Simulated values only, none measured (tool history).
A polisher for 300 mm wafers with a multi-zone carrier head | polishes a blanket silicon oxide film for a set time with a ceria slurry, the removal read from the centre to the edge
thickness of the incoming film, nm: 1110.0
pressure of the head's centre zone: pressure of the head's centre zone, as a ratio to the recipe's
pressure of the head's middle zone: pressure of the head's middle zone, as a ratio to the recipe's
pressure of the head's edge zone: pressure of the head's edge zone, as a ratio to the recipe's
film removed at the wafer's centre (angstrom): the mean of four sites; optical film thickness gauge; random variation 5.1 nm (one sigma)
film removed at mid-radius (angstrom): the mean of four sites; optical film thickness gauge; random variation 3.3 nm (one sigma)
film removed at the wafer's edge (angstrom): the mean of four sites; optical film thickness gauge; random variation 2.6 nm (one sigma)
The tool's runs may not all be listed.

run,hour,flow of slurry (ml/min),pressure of the head's centre zone,pressure of the head's middle zone,pressure of the head's edge zone,polishing time (s),film removed at the wafer's centre (angstrom),film removed at mid-radius (angstrom),film removed at the wafer's edge (angstrom)
1,0,135,1,1,1,87,3196.8,3308.5,3185.6
2,1.5,140,1.03,1,1.02,88,3291.2,3357.7,3259.2
3,7.8,145,1.05,0.99,1.02,90,3485.4,3441.4,3326.6
4,16.4,145,1.05,0.99,1.02,79,3051,3025.7,2938
5,20.6,145,1.05,0.91,1.02,79,3082.4,2800.5,2927.6
6,25.5,150,1.07,0.92,1.03,82,3209.4,2966.8,3088.8
7,32,155,1.09,0.92,1.02,85,3474.4,3103.3,3214

The next listed run, before its measurement:
8,32.9,160,1.1,0.93,1.02,87,?,?,?

{"run 8": {"film removed at the wafer's centre (angstrom)": 3561.8, "film removed at mid-radius (angstrom)": 3208.5, "film removed at the wafer's edge (angstrom)": 3285.6}}

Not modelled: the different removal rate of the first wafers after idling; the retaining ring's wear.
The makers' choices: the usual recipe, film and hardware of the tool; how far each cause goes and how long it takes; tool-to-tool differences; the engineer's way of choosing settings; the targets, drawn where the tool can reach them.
